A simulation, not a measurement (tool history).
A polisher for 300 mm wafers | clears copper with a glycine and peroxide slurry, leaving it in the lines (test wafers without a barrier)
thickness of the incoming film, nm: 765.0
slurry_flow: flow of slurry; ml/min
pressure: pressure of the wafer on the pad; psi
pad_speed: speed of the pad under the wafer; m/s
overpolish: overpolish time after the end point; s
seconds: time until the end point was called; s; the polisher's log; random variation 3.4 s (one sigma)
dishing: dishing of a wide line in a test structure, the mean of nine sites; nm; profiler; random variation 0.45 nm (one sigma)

Run 1, day 0.000: slurry_flow 240 ml/min, pressure 3.4 psi, pad_speed 0.78 m/s, overpolish 17 s. Result: seconds 180.20 s, dishing 52.666 nm.
Run 2, day 0.142: slurry_flow 240 ml/min, pressure 2.6 psi, pad_speed 0.78 m/s, overpolish 17 s. Result: seconds 224.96 s, dishing 43.626 nm.
Run 3, day 0.179: slurry_flow 240 ml/min, pressure 2.6 psi, pad_speed 0.62 m/s, overpolish 17 s. Result: seconds 263.36 s, dishing 39.113 nm.
Run 4, day 0.462: slurry_flow 240 ml/min, pressure 2.6 psi, pad_speed 0.62 m/s, overpolish 13 s. Result: seconds 260.64 s, dishing 30.842 nm.
Run 5, day 0.800: slurry_flow 240 ml/min, pressure 2.6 psi, pad_speed 0.74 m/s, overpolish 13 s. Result: seconds 227.70 s, dishing 32.967 nm.
Run 6, day 0.975: slurry_flow 240 ml/min, pressure 2.6 psi, pad_speed 0.66 m/s, overpolish 13 s. Result: seconds 251.69 s, dishing 32.019 nm.
Run 7, day 1.250: slurry_flow 235 ml/min, pressure 1.6 psi, pad_speed 0.64 m/s, overpolish 13 s. Result: seconds 368.96 s, dishing 22.377 nm.

Forecast run 8:
Run 8, day 1.408: slurry_flow 240 ml/min, pressure 1.6 psi, pad_speed 0.64 m/s, overpolish 13 s. Result: seconds ?, dishing ?.

{"run 8": {"seconds": 366.15, "dishing": 23.125}}
